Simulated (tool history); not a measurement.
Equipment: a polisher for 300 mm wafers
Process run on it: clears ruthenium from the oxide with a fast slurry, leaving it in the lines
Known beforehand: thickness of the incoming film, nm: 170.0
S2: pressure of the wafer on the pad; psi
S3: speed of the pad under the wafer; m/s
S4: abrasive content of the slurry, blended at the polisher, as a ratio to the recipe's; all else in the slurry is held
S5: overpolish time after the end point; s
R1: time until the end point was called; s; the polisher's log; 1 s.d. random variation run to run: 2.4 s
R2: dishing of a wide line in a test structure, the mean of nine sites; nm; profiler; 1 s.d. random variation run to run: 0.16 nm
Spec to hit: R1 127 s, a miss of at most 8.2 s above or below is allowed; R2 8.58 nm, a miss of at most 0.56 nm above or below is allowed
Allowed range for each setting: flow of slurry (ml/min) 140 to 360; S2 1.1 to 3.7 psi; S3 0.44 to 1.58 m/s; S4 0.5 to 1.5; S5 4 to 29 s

{"run": 1, "hour": 0.0, "flow of slurry (ml/min)": 230, "S2": 2.4, "S3": 1, "S4": 1, "S5": 15, "R1": 59.615, "R2": 37.728}
{"run": 2, "hour": 8.4, "flow of slurry (ml/min)": 230, "S2": 1.9, "S3": 1, "S4": 1, "S5": 15, "R1": 69.367, "R2": 30.368}
{"run": 3, "hour": 14.7, "flow of slurry (ml/min)": 255, "S2": 1.9, "S3": 1, "S4": 1, "S5": 15, "R1": 70.039, "R2": 30.961}
{"run": 4, "hour": 23.0, "flow of slurry (ml/min)": 245, "S2": 1.8, "S3": 0.86, "S4": 0.95, "S5": 11, "R1": 88.804, "R2": 19.013}
{"run": 5, "hour": 24.8, "flow of slurry (ml/min)": 245, "S2": 1.8, "S3": 0.86, "S4": 0.75, "S5": 11, "R1": 99.049, "R2": 16.293}
{"run": 6, "hour": 28.0, "flow of slurry (ml/min)": 245, "S2": 1.7, "S3": 0.84, "S4": 0.7, "S5": 9, "R1": 110.64, "R2": 12.237}
{"run": 7, "hour": 32.8, "flow of slurry (ml/min)": 245, "S2": 1.6, "S3": 0.84, "S4": 0.7, "S5": 8, "R1": 123.02, "R2": 10.013}
{"run": 8, "hour": 35.5, "flow of slurry (ml/min)": 245, "S2": 1.6, "S3": 0.86, "S4": 0.7, "S5": 8, "R1": 119.87, "R2": 10.737}
{"run": 9, "hour": 39.9, "flow of slurry (ml/min)": 245, "S2": 1.6, "S3": 0.86, "S4": 0.7, "S5": 7, "R1": 120.11, "R2": 9.2954}

Exercise: of the 5 proposed moves below, exactly one satisfies all targets within the stated allowed misses. Which move is it?
{"run": "A", "hour": 44.3, "flow of slurry (ml/min)": 190, "S2": 1.2, "S3": 0.92, "S4": 0.9, "S5": 8, "R1": "?", "R2": "?"}
{"run": "B", "hour": 44.3, "flow of slurry (ml/min)": 330, "S2": 2, "S3": 0.86, "S4": 0.5, "S5": 8, "R1": "?", "R2": "?"}
{"run": "C", "hour": 44.3, "flow of slurry (ml/min)": 250, "S2": 1.5, "S3": 0.8, "S4": 0.75, "S5": 7, "R1": "?", "R2": "?"}
{"run": "D", "hour": 44.3, "flow of slurry (ml/min)": 220, "S2": 1.6, "S3": 0.82, "S4": 0.7, "S5": 8, "R1": "?", "R2": "?"}
{"run": "E", "hour": 44.3, "flow of slurry (ml/min)": 250, "S2": 1.2, "S3": 0.9, "S4": 0.9, "S5": 9, "R1": "?", "R2": "?"}

move=A R1=129.46 R2=9.9157
move=B R1=115.45 R2=11.094
move=C R1=128.34 R2=8.771
move=D R1=124.49 R2=10.304
move=E R1=128.05 R2=11.249
A: moves away from the targets compared with the last run
B: moves away from the targets compared with the last run
C: meets every target
D: moves away from the targets compared with the last run
E: moves away from the targets compared with the last run
The right move is C.
